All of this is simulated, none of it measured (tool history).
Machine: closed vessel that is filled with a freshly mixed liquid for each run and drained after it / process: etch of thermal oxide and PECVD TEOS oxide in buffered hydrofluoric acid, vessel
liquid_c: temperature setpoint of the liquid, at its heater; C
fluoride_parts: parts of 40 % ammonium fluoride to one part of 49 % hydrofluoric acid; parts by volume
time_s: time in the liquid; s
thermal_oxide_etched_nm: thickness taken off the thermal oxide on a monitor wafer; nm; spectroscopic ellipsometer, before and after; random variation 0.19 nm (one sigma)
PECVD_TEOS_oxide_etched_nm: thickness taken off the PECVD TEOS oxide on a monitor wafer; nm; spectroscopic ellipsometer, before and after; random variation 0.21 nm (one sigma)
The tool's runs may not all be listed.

run,hour,liquid_c,fluoride_parts,time_s,thermal_oxide_etched_nm,PECVD_TEOS_oxide_etched_nm
1,0.0,21.0,18,60,36.459,43.217
2,7.3,17.5,18,60,30.089,35.531
3,10.3,19.5,18,60,33.596,39.688
4,18.1,21.0,18,60,36.410,42.953
5,26.6,22.0,18,60,38.756,45.490
6,33.9,23.0,18,60,40.596,47.943

Forecast run 7:
7,37.7,23.5,18,60,?,?

{"run 7": {"thermal_oxide_etched_nm": 41.659, "PECVD_TEOS_oxide_etched_nm": 49.296}}
